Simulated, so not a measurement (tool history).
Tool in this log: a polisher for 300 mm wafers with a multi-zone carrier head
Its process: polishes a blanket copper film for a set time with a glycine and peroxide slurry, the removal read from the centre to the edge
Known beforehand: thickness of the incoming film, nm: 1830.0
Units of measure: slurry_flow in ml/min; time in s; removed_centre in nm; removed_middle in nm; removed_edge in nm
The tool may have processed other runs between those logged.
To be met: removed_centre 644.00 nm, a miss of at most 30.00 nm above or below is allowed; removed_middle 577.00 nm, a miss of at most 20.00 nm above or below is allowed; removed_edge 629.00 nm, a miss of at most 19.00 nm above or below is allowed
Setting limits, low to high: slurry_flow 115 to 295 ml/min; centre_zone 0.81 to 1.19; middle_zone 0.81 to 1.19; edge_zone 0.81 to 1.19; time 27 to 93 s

run	hour	slurry_flow	centre_zone	middle_zone	edge_zone	time	removed_centre	removed_middle	removed_edge
1	0.0	190	1.00	1.00	1.00	59	425.88	433.47	426.94
2	4.3	155	1.00	1.00	1.00	59	415.64	417.06	421.74
3	8.9	155	1.00	1.04	1.00	59	410.97	432.32	423.14
4	11.1	155	1.01	1.04	1.01	61	430.59	446.51	431.18
5	13.5	160	1.01	1.03	1.02	63	457.75	455.63	452.97
6	18.6	135	1.01	1.03	1.02	63	439.02	447.46	439.39
7	19.4	145	1.01	1.02	1.04	64	445.02	447.35	456.31
8	20.2	145	1.01	1.02	1.04	64	449.89	454.80	457.75

Of the 4 settings listed for the next run, only one would bring every result within its allowed miss of target. Which one?
A	21.0	130	1.00	1.12	0.98	83	?	?	?
B	21.0	155	1.10	1.07	0.98	82	?	?	?
C	21.0	125	1.07	0.95	1.06	89	?	?	?
D	21.0	135	0.99	0.83	1.19	89	?	?	?

move	removed_centre	removed_middle	removed_edge
A	554.87	616.82	564.74
B	628.09	606.93	572.61
C	629.82	569.90	626.73
D	593.28	518.46	673.95
A: gains on the last run, yet a result remains outside its allowed miss
B: gains on the last run, yet a result remains outside its allowed miss
C: every result within its allowed miss
D: carries the result that was furthest off beyond its target, to the other side
C meets every target.
